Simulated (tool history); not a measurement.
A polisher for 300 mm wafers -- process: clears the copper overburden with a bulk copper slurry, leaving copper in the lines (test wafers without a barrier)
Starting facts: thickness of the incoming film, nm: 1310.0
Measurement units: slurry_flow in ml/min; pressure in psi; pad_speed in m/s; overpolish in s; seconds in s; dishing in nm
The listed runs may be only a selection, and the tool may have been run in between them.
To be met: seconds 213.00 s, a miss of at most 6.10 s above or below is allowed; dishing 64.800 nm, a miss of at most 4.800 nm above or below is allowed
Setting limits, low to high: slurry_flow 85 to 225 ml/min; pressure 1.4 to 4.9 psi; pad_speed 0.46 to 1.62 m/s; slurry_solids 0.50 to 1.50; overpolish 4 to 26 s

run,hour,slurry_flow,pressure,pad_speed,slurry_solids,overpolish,seconds,dishing
1,0.0,145,3.1,1.04,1.00,13,116.34,86.881
2,7.1,145,3.1,1.04,1.00,8,119.27,57.801
3,15.6,135,2.6,1.04,1.00,11,142.31,63.980
4,16.6,135,2.6,1.04,0.85,11,147.61,63.761
5,22.1,100,2.6,1.04,0.85,11,157.32,61.358
6,30.4,95,2.3,1.04,0.85,12,180.34,55.389
7,38.6,90,1.9,1.02,0.85,18,226.07,66.441
8,42.4,95,1.9,1.02,0.85,18,221.53,67.019

Of the 5 settings listed for the next run, only one would bring every result within its allowed miss of target. Which one?
A,46.2,100,1.8,1.04,0.75,23,?,?
B,46.2,90,1.8,1.06,0.85,18,?,?
C,46.2,90,2.0,0.92,1.05,18,?,?
D,46.2,85,2.1,0.94,0.85,18,?,?
E,46.2,105,1.9,1.02,0.85,17,?,?

move,seconds,dishing
A,231.82,72.935
B,228.69,62.102
C,226.65,63.316
D,226.01,63.809
E,215.56,62.606
A: moves away from the targets compared with the last run
B: moves away from the targets compared with the last run
C: moves away from the targets compared with the last run
D: moves away from the targets compared with the last run
E: meets every target
E is the move that brings every result within its allowed miss.
